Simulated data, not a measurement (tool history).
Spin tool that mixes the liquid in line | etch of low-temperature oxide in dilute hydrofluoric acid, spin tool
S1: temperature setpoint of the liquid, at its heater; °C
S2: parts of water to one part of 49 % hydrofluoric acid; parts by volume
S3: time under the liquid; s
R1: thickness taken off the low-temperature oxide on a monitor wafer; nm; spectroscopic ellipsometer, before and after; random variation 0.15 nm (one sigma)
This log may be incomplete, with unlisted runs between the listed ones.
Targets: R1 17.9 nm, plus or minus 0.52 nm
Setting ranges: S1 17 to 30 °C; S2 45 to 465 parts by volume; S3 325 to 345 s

run 1 hour=0 | S1=22 S2=255 S3=325 | R1=10.316
run 2 hour=2.1 | S1=23.5 S2=240 S3=325 | R1=11.805
run 3 hour=6.6 | S1=25 S2=230 S3=325 | R1=12.935
run 4 hour=9.1 | S1=26 S2=220 S3=325 | R1=14.334
run 5 hour=15.8 | S1=25 S2=220 S3=325 | R1=13.977
run 6 hour=17 | S1=26 S2=215 S3=325 | R1=14.642
run 7 hour=18.9 | S1=27 S2=210 S3=325 | R1=15.782
run 8 hour=25.5 | S1=27.5 S2=210 S3=325 | R1=16.057
run 9 hour=32.6 | S1=28 S2=210 S3=325 | R1=16.38
run 10 hour=34.6 | S1=28.5 S2=210 S3=325 | R1=16.341
run 11 hour=36.1 | S1=29 S2=210 S3=325 | R1=16.864

Next run, 5 choices. One meets every target within its allowed miss, the rest don't. Which?
run A hour=37.6 | S1=30 S2=205 S3=325 | R1=?
run B hour=37.6 | S1=29.5 S2=215 S3=325 | R1=?
run C hour=37.6 | S1=23.5 S2=160 S3=325 | R1=?
run D hour=37.6 | S1=27 S2=180 S3=325 | R1=?
run E hour=37.6 | S1=28 S2=190 S3=345 | R1=?

move=A R1=18.022
move=B R1=16.674
move=C R1=19.4
move=D R1=19.114
move=E R1=19.656
A: each result inside its tolerance
B: moves away from the targets compared with the last run
C: moves the result that the last run missed by most past its target, out the other side
D: moves the result that the last run missed by most past its target, out the other side
E: moves the result that the last run missed by most past its target, out the other side
Correct choice: A, which meets every target

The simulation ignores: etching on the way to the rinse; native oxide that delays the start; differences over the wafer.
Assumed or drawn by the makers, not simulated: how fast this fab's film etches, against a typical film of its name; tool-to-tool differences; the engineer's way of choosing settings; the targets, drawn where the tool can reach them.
